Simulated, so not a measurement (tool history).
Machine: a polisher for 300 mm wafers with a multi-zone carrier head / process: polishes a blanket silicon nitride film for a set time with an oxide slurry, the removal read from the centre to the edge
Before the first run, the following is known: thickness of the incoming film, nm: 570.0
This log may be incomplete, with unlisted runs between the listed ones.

| run | hour | flow of slurry (ml/min) | pressure of the head's centre zone | pressure of the head's middle zone | pressure of the head's edge zone | abrasive content of the slurry | polishing time (s) | film removed at the wafer's centre (Å) | film removed at mid-radius (Å) | film removed at the wafer's edge (Å) |
|---|---|---|---|---|---|---|---|---|---|---|
| 1 | 0.0 | 225 | 1.00 | 1.00 | 1.00 | 1.00 | 30 | 250.19 | 256.68 | 253.87 |
| 2 | 4.8 | 180 | 1.00 | 1.00 | 1.00 | 1.00 | 30 | 251.34 | 250.98 | 250.69 |
| 3 | 9.5 | 180 | 1.00 | 1.00 | 1.00 | 1.00 | 24 | 199.48 | 201.77 | 205.26 |
| 4 | 13.8 | 180 | 1.00 | 1.00 | 1.06 | 1.00 | 24 | 196.32 | 200.55 | 204.64 |
| 5 | 22.6 | 190 | 0.96 | 1.00 | 1.08 | 1.15 | 24 | 202.61 | 214.56 | 222.19 |
| 6 | 30.1 | 190 | 0.96 | 1.00 | 1.08 | 1.15 | 27 | 233.37 | 241.16 | 253.98 |
| 7 | 38.0 | 195 | 0.93 | 1.02 | 1.10 | 1.15 | 27 | 222.79 | 246.59 | 257.43 |
| 8 | 39.7 | 200 | 0.92 | 1.03 | 1.11 | 1.15 | 27 | 227.37 | 252.98 | 261.76 |
| 9 | 43.9 | 200 | 0.84 | 1.07 | 1.15 | 1.15 | 27 | 204.23 | 260.68 | 267.35 |

Estimate the outcome of run 10 from the log above:
| 10 | 47.1 | 210 | 0.85 | 1.07 | 1.15 | 1.15 | 27 | ? | ? | ? |

Run 10 produced film removed at the wafer's centre (Å) 209.89, film removed at mid-radius (Å) 261.93, film removed at the wafer's edge (Å) 264.61.

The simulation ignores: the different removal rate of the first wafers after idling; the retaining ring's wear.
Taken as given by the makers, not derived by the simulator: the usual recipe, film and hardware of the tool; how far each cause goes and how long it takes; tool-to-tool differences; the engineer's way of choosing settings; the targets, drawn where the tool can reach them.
